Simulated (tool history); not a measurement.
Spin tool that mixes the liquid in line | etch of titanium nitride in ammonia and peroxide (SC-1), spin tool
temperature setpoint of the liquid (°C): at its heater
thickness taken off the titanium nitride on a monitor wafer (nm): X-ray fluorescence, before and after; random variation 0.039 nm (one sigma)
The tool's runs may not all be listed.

| run | hour | temperature setpoint of the liquid (°C) | parts of water to one part of 30 % peroxide (parts by volume) | parts of 29 % ammonia solution to one part of 30 % peroxide (parts by volume) | time under the liquid (s) | thickness taken off the titanium nitride on a monitor wafer (nm) |
|---|---|---|---|---|---|---|
| 1 | 0 | 55 | 21 | 0.95 | 145 | 7.9439 |
| 2 | 7.5 | 61.5 | 21 | 0.95 | 145 | 12.12 |
| 3 | 11 | 56.5 | 21 | 0.95 | 145 | 8.6945 |
| 4 | 14.8 | 56.5 | 21 | 1.2 | 145 | 8.9627 |
| 5 | 18.6 | 53 | 21 | 1.2 | 145 | 7.0381 |
| 6 | 21.6 | 50.5 | 21 | 1.2 | 145 | 6.012 |
| 7 | 23.9 | 45 | 21 | 1.2 | 145 | 4.0572 |

Run 8 comes next. What will it give?
| 8 | 27.9 | 45.5 | 21 | 1.2 | 145 | ? |

{"run 8": {"thickness taken off the titanium nitride on a monitor wafer (nm)": 4.152}}
